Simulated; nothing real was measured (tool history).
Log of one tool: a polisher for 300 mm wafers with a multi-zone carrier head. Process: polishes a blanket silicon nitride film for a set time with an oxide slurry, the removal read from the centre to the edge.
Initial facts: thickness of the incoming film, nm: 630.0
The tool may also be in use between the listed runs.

| run | hour | flow of slurry (ml/min) | pressure of the head's centre zone | pressure of the head's middle zone | pressure of the head's edge zone | abrasive content of the slurry | polishing time (s) | film removed at the wafer's centre (Å) | film removed at mid-radius (Å) | film removed at the wafer's edge (Å) |
|---|---|---|---|---|---|---|---|---|---|---|
| 1 | 0.0 | 200 | 1.00 | 1.00 | 1.00 | 1.00 | 37 | 350.92 | 347.61 | 343.96 |
| 2 | 7.7 | 200 | 0.99 | 1.01 | 0.95 | 0.85 | 35 | 310.51 | 320.60 | 302.25 |
| 3 | 12.1 | 200 | 0.99 | 1.01 | 0.92 | 0.75 | 33 | 273.74 | 297.88 | 272.81 |
| 4 | 14.1 | 195 | 1.02 | 1.00 | 0.89 | 0.65 | 32 | 266.62 | 271.13 | 249.22 |
| 5 | 21.9 | 195 | 1.02 | 1.03 | 0.89 | 0.65 | 32 | 263.35 | 278.22 | 247.02 |
| 6 | 30.0 | 185 | 1.02 | 1.02 | 0.87 | 0.60 | 32 | 255.54 | 263.64 | 237.77 |
| 7 | 32.5 | 170 | 1.02 | 1.03 | 0.85 | 0.60 | 32 | 255.51 | 261.43 | 239.75 |

What will run 8 give?
| 8 | 34.5 | 175 | 1.02 | 1.03 | 0.85 | 0.55 | 31 | ? | ? | ? |

film removed at the wafer's centre (Å): 243.88
film removed at mid-radius (Å): 250.78
film removed at the wafer's edge (Å): 224.40
